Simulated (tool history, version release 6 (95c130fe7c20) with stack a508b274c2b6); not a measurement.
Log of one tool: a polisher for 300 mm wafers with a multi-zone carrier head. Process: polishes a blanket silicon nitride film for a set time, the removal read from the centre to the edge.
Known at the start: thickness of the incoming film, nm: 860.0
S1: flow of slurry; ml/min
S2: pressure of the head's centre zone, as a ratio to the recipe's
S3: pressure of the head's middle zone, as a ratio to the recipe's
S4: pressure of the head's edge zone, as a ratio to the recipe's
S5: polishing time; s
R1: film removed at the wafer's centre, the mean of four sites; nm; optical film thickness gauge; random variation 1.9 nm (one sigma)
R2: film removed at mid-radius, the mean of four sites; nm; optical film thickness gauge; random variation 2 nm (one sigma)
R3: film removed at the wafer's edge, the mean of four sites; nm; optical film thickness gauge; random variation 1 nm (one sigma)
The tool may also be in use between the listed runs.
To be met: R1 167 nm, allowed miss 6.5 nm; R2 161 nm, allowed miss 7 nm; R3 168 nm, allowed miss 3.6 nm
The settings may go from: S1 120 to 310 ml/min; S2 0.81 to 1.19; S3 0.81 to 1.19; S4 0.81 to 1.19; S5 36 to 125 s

run,hour,S1,S2,S3,S4,S5,R1,R2,R3
1,0,200,1,1,1,80,191.62,191.64,197.04
2,7.5,200,1,1.07,1,80,190.28,201.12,193.31
3,15.8,200,1,1.07,0.93,80,191.4,202.22,189.22
4,17.6,190,1,1.03,0.91,78,182.91,190.03,184.66
5,24.9,190,1,1.11,0.91,78,180.85,201.52,182.98
6,26.4,190,1,1.17,0.91,78,181.58,205.07,180.81
7,31.4,180,1.01,1.11,0.92,76,179.07,189.68,178.76
8,33.7,145,0.99,1.01,0.85,72,160.32,165.89,159.42

5 next moves are on the table. One of them brings every result within its allowed miss. Which?
A,36,190,1.07,0.95,0.83,68,?,?,?
B,36,125,1.05,1.09,0.89,68,?,?,?
C,36,180,0.99,1.11,0.81,67,?,?,?
D,36,150,1.02,0.97,0.97,72,?,?,?
E,36,190,1.14,1.18,0.81,63,?,?,?

move,R1,R2,R3
A,175.54,156.39,156.36
B,161.06,163.68,152.31
C,158.85,172.6,151.99
D,170.84,162.93,168.92
E,173.6,171.37,143.53
A: further off than the last run
B: further off than the last run
C: further off than the last run
D: meets every target
E: further off than the last run
Move D is the one to make.

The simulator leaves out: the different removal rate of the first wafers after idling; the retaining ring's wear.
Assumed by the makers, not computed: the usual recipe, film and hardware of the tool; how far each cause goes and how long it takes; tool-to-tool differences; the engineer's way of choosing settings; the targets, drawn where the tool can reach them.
